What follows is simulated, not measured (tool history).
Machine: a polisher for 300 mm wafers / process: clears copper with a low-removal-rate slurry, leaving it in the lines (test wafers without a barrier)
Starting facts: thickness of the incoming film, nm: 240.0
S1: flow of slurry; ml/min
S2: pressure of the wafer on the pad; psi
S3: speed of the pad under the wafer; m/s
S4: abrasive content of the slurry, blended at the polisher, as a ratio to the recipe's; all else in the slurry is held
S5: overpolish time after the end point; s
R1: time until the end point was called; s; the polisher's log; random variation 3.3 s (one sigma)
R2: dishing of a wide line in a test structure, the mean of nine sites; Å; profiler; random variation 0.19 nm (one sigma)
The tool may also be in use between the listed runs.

run  hour   S1   S2    S3    S4  S5      R1      R2
  1   0.0  295  2.4  0.96  1.00  24  126.42  219.94
  2   1.5  295  2.2  0.92  1.00  22  143.92  192.20
  3   4.4  295  2.0  0.90  1.00  20  155.92  167.18
  4   9.6  295  2.0  0.90  1.05  20  157.03  166.83
  5  13.2  295  1.8  0.88  1.05  19  181.08  148.32
  6  21.4  295  1.7  0.88  1.05  18  183.43  132.67
  7  22.2  295  1.6  0.88  1.05  19  201.47  133.39
  8  29.7  295  1.5  0.88  1.05  19  209.74  131.60
  9  35.1  295  1.4  0.88  1.05  19  225.51  124.51
 10  41.9  295  1.2  0.88  1.05  16  253.65   94.54

Run 11, settings as shown, results not yet in. Your forecast:
 11  44.4  295  1.2  0.88  1.05  17   ?   ?

Run 11 yielded R1 255.84 s, R2 101.77 Å.

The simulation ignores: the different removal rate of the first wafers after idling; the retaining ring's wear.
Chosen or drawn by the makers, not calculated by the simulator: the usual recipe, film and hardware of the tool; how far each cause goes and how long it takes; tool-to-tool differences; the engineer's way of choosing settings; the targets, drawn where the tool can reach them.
